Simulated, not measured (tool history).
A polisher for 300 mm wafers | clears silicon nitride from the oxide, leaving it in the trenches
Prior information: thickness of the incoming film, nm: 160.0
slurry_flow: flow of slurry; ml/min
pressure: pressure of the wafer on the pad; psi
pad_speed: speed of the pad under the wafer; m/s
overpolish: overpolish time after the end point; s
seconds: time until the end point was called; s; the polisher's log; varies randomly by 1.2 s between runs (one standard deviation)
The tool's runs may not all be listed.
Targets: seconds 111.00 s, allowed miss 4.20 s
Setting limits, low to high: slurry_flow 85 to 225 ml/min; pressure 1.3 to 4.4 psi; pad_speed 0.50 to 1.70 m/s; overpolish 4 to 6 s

run,day,slurry_flow,pressure,pad_speed,overpolish,seconds
1,0.000,145,2.8,1.10,6,201.58
2,0.350,145,3.0,1.10,6,191.41
3,0.667,145,3.1,1.10,6,187.36
4,0.892,145,3.2,1.12,6,176.81
5,1.196,145,3.2,1.34,6,151.40
6,1.388,145,3.3,1.34,6,147.04
7,1.729,145,3.4,1.34,6,144.60
8,1.917,145,3.5,1.34,6,139.26
9,2.133,145,3.5,1.34,6,137.71
# day 2.204: slurry nozzle cleaned
10,2.204,145,3.6,1.34,6,132.09
11,2.538,155,3.9,1.34,6,124.82
12,2.862,155,4.1,1.34,6,118.48

4 candidate next runs follow, results not yet known. Just one meets every target within its allowed miss. Identify it.
A,3.188,145,4.4,1.24,6,?
B,3.188,145,4.1,1.42,6,?
C,3.188,150,4.1,1.32,6,?
D,3.188,125,4.2,1.30,6,?

move,seconds
A,122.76
B,114.00
C,121.65
D,125.55
A: moves away from the targets compared with the last run
B: every result lands within tolerance
C: moves away from the targets compared with the last run
D: moves away from the targets compared with the last run
The move that meets every target is B.
